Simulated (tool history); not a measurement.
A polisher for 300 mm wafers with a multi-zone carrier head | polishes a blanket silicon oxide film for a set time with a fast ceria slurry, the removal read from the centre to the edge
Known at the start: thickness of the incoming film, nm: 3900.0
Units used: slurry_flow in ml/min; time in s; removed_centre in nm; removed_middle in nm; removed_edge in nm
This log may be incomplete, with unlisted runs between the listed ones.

run    day  slurry_flow  centre_zone  middle_zone  edge_zone  time  removed_centre  removed_middle  removed_edge
  1  0.000          200         1.00         1.00       1.00    43          621.95          603.59        603.26
  2  0.175          195         0.99         0.99       1.00    43          598.81          579.52        598.03
  3  0.458          190         0.98         0.99       1.00    43          600.92          588.04        598.60
  4  0.817          185         0.97         0.98       0.99    43          581.08          574.05        600.89
  5  0.850          180         0.97         0.98       0.98    43          581.16          570.01        591.90
  6  1.079          180         0.97         0.98       0.98    53          708.52          700.99        727.02

Run 7 comes next. What will it give?
  7  1.408          180         0.96         0.97       0.97    52               ?               ?             ?

removed_centre: 684.25 nm
removed_middle: 689.44 nm
removed_edge: 708.57 nm
